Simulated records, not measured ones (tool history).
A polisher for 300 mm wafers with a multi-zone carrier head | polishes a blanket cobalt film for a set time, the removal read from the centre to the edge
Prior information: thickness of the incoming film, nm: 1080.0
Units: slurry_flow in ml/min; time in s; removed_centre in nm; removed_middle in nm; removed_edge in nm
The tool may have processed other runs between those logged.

{"run": 1, "hour": 0.0, "slurry_flow": 200, "centre_zone": 1.0, "middle_zone": 1.0, "edge_zone": 1.0, "time": 78, "removed_centre": 231.84, "removed_middle": 232.32, "removed_edge": 234.82}
{"run": 2, "hour": 4.0, "slurry_flow": 210, "centre_zone": 1.0, "middle_zone": 1.03, "edge_zone": 1.01, "time": 78, "removed_centre": 236.15, "removed_middle": 244.23, "removed_edge": 239.84}
{"run": 3, "hour": 8.5, "slurry_flow": 210, "centre_zone": 1.0, "middle_zone": 1.03, "edge_zone": 1.01, "time": 85, "removed_centre": 252.3, "removed_middle": 264.78, "removed_edge": 255.19}
{"run": 4, "hour": 13.4, "slurry_flow": 215, "centre_zone": 0.99, "middle_zone": 1.04, "edge_zone": 1.01, "time": 85, "removed_centre": 254.48, "removed_middle": 270.18, "removed_edge": 257.36}
{"run": 5, "hour": 15.8, "slurry_flow": 215, "centre_zone": 0.98, "middle_zone": 1.05, "edge_zone": 1.01, "time": 85, "removed_centre": 249.19, "removed_middle": 272.42, "removed_edge": 255.18}
{"run": 6, "hour": 18.5, "slurry_flow": 215, "centre_zone": 0.98, "middle_zone": 1.05, "edge_zone": 0.92, "time": 85, "removed_centre": 248.96, "removed_middle": 268.1, "removed_edge": 245.35}
{"run": 7, "hour": 19.3, "slurry_flow": 220, "centre_zone": 0.98, "middle_zone": 1.05, "edge_zone": 0.93, "time": 85, "removed_centre": 252.06, "removed_middle": 270.57, "removed_edge": 251.28}
{"run": 8, "hour": 24.0, "slurry_flow": 220, "centre_zone": 0.98, "middle_zone": 1.06, "edge_zone": 0.93, "time": 85, "removed_centre": 252.18, "removed_middle": 272.55, "removed_edge": 247.12}

What does the tool deliver on the next run?
{"run": 9, "hour": 30.3, "slurry_flow": 220, "centre_zone": 0.98, "middle_zone": 1.06, "edge_zone": 0.94, "time": 85, "removed_centre": "?", "removed_middle": "?", "removed_edge": "?"}

{"run 9": {"removed_centre": 250.92, "removed_middle": 273.24, "removed_edge": 246.91}}
